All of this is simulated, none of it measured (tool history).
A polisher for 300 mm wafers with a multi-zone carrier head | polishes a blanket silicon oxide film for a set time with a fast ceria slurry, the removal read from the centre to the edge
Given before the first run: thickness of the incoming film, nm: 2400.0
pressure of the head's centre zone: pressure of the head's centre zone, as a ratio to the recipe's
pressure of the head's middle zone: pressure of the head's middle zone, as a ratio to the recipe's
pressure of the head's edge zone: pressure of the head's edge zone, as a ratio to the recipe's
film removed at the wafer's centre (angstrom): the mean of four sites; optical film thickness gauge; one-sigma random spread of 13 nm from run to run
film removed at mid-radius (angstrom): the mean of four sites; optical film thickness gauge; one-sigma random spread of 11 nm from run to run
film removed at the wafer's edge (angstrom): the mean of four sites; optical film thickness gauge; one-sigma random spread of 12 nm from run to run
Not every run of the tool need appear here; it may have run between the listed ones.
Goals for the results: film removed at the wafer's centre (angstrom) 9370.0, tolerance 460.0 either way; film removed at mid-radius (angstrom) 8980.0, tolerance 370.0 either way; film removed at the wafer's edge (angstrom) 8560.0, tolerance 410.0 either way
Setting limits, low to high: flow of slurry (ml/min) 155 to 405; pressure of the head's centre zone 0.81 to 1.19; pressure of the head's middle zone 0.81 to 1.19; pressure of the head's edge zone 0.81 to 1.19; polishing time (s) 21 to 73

run    day  flow of slurry (ml/min)  pressure of the head's centre zone  pressure of the head's middle zone  pressure of the head's edge zone  polishing time (s)  film removed at the wafer's centre (angstrom)  film removed at mid-radius (angstrom)  film removed at the wafer's edge (angstrom)
  1  0.000                      260                                1.00                                1.00                              1.00                  47                                         6839.9                                 6821.0                                       6664.3
  2  0.350                      260                                1.02                                1.01                              1.02                  49                                         7256.1                                 7247.7                                       6935.3
  3  0.571                      205                                1.02                                1.01                              1.02                  49                                         6898.9                                 6903.9                                       6678.2
  4  0.692                      205                                1.02                                1.01                              1.02                  60                                         8697.6                                 8456.4                                       8308.4
  5  0.729                      205                                1.02                                1.01                              1.02                  50                                         7002.8                                 7037.3                                       6949.9
  6  0.783                      220                                1.03                                1.02                              1.04                  52                                         7705.3                                 7476.1                                       7375.0
  7  0.812                      240                                1.03                                1.04                              1.06                  52                                         7591.7                                 7885.8                                       7546.8
  8  1.179                      255                                1.05                                1.04                              1.07                  52                                         7873.1                                 7845.2                                       7484.2
  9  1.229                      265                                1.06                                1.04                              1.08                  53                                         8126.9                                 8116.7                                       7740.0
 10  1.300                      275                                1.07                                1.04                              1.09                  54                                         8406.2                                 8234.0                                       8097.9

Which one of the following 4 next-run settings gets every result inside its allowed miss? There is exactly one.
  A  1.371                      295                                0.89                                1.14                              1.16                  51                                              ?                                      ?                                            ?
  B  1.371                      245                                1.19                                0.91                              0.97                  56                                              ?                                      ?                                            ?
  C  1.371                      275                                1.11                                1.07                              1.12                  57                                              ?                                      ?                                            ?
  D  1.371                      280                                0.97                                1.05                              1.14                  50                                              ?                                      ?                                            ?

move  film removed at the wafer's centre (angstrom)  film removed at mid-radius (angstrom)  film removed at the wafer's edge (angstrom)
   A                                         6595.8                                 8340.5                                       7626.7
   B                                         9455.5                                 7392.9                                       7557.7
   C                                         9126.4                                 8750.9                                       8329.7
   D                                         7003.9                                 7574.8                                       7386.9
A: further off than the last run
B: the worst result of the last run now meets its target, but another is out of spec
C: meets every target
D: further off than the last run
Move C is the one to make.
